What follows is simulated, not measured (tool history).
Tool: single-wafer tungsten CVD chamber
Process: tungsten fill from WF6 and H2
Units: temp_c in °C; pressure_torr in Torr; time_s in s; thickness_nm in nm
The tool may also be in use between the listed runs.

run  hour  temp_c  pressure_torr  time_s  thickness_nm
  1   0.0     380           29.6    25.9        51.369
  2   5.9     380           32.8    25.9        54.348
  3   8.0     383           32.9    25.9        58.455
  4  14.1     376           32.9    25.9        49.561
  5  17.5     376           37.3    25.9        53.168
  6  20.6     376           37.3    25.9        53.107
  7  25.8     376           37.3    25.9        53.136

Forecast run 8:
  8  31.2     376           37.3    25.9             ?

thickness_nm: 52.916 nm
